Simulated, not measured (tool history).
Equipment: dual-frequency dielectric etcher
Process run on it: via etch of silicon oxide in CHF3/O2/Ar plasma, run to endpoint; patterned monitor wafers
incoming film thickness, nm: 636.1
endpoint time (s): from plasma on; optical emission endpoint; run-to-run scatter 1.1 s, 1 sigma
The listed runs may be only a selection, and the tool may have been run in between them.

run,day,source power (kW),bias power (kW),endpoint time (s)
1,0,0.56,0.198,334.82
2,0.071,0.56,0.215,326.55
3,0.292,0.48,0.215,346.72
4,0.383,0.44,0.215,359.55
5,0.629,0.5,0.215,340.13
6,0.942,0.52,0.217,335.67
7,0.979,0.54,0.219,329.89
8,1.142,0.56,0.221,324.54
9,1.45,0.57,0.223,317.77
10,1.675,0.58,0.224,320.12
11,1.967,0.59,0.226,314.4
12,2.225,0.6,0.227,313.46

For run 13, what comes out?
13,2.429,0.61,0.229,?

endpoint time (s): 308.95
